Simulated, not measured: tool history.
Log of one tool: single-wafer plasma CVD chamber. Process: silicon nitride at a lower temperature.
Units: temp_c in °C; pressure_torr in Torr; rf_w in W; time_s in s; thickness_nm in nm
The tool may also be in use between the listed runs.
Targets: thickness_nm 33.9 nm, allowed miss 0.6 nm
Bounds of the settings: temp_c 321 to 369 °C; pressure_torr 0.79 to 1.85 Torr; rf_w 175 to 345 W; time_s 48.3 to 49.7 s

| run | hour | temp_c | pressure_torr | rf_w | time_s | thickness_nm |
|---|---|---|---|---|---|---|
| 1 | 0 | 345 | 1.32 | 260 | 48.3 | 45.799 |
| 2 | 8.3 | 340 | 1.32 | 260 | 48.3 | 46.023 |
| 3 | 9.8 | 340 | 1.53 | 260 | 48.3 | 47.676 |
| 4 | 10.6 | 341 | 1.35 | 235 | 48.3 | 41.36 |
| 5 | 17.4 | 333 | 1.35 | 235 | 48.3 | 41.914 |
| 6 | 25.5 | 333 | 1.22 | 225 | 48.3 | 38.721 |
| 7 | 30.4 | 333 | 1.12 | 220 | 48.3 | 36.825 |
| 8 | 37.5 | 333 | 0.86 | 215 | 48.3 | 33.385 |
| 9 | 39.9 | 333 | 0.87 | 215 | 48.3 | 33.173 |

Which of these 5 next moves meets every target?
| A | 42.3 | 329 | 0.92 | 200 | 49.4 | ? |
| B | 42.3 | 333 | 0.87 | 225 | 49.5 | ? |
| C | 42.3 | 337 | 0.8 | 215 | 48.3 | ? |
| D | 42.3 | 328 | 1.18 | 190 | 49.1 | ? |
| E | 42.3 | 331 | 0.84 | 215 | 49.7 | ? |

| move | thickness_nm |
|---|---|
| A | 31.912 |
| B | 35.782 |
| C | 32.252 |
| D | 32.176 |
| E | 33.804 |
A: further off than the last run
B: takes the result that was furthest off past its target
C: further off than the last run
D: further off than the last run
E: meets every target
The right move is E.
